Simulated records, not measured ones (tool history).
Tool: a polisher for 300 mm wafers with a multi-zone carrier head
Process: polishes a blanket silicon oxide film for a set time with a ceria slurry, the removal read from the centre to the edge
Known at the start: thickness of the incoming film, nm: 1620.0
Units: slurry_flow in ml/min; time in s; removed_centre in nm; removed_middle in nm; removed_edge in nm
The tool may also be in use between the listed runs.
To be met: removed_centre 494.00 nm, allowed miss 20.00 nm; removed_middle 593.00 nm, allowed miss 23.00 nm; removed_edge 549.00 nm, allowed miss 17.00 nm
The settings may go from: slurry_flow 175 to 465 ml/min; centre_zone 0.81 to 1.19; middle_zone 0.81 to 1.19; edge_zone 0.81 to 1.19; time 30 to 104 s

run	hour	slurry_flow	centre_zone	middle_zone	edge_zone	time	removed_centre	removed_middle	removed_edge
1	0.0	295	1.00	1.00	1.00	67	350.02	351.41	349.22
2	0.6	295	1.00	1.00	1.04	67	349.89	350.73	351.28
3	6.9	295	1.00	1.00	0.96	67	352.60	354.47	344.06
4	12.3	295	0.99	1.01	0.97	70	362.14	366.03	363.12
5	15.2	300	0.98	1.03	0.96	73	374.34	390.00	377.98
6	23.8	300	0.90	1.03	0.96	73	342.21	402.41	373.79
# hour 29.8: worn pad replaced by a new one
7	29.8	300	0.90	1.04	0.97	75	386.34	447.04	428.32
8	31.2	305	0.90	1.06	0.98	75	395.09	455.19	430.28
9	35.5	310	0.90	1.07	0.99	75	391.76	460.39	428.10

Which of these 5 next moves meets every target?
A	39.8	355	0.90	1.16	0.85	88	?	?	?
B	39.8	355	1.05	1.17	0.94	89	?	?	?
C	39.8	305	0.86	0.95	1.09	99	?	?	?
D	39.8	355	0.99	1.15	0.96	95	?	?	?
E	39.8	375	0.90	1.09	1.01	94	?	?	?

move	removed_centre	removed_middle	removed_edge
A	459.44	576.38	485.86
B	542.80	586.75	506.69
C	485.11	539.24	587.22
D	545.97	617.24	544.64
E	493.05	586.25	550.35
A: nearer than the last run, and not there yet
B: nearer than the last run, and not there yet
C: takes the result that was furthest off past its target
D: brings the result that was furthest off to its target, and leaves another outside
E: meets every target
The right move is E.
